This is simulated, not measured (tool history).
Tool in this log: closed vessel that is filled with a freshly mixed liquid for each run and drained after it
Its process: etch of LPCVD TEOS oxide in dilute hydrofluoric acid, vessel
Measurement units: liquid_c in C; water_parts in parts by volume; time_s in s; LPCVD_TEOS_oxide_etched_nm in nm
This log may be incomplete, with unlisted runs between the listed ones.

run	hour	liquid_c	water_parts	time_s	LPCVD_TEOS_oxide_etched_nm
1	0	26	165	100	11.459
2	2.3	28.5	165	100	12.291
3	6	26	170	100	11.028
4	11.7	26	150	100	12.6
5	13.6	28	150	100	13.793
6	21.3	28	105	100	20.896
7	25.9	25.5	125	100	15.476

Estimate the outcome of run 8 from the log above:
8	26.4	21.5	165	100	?

{"run 8": {"LPCVD_TEOS_oxide_etched_nm": 9.6419}}
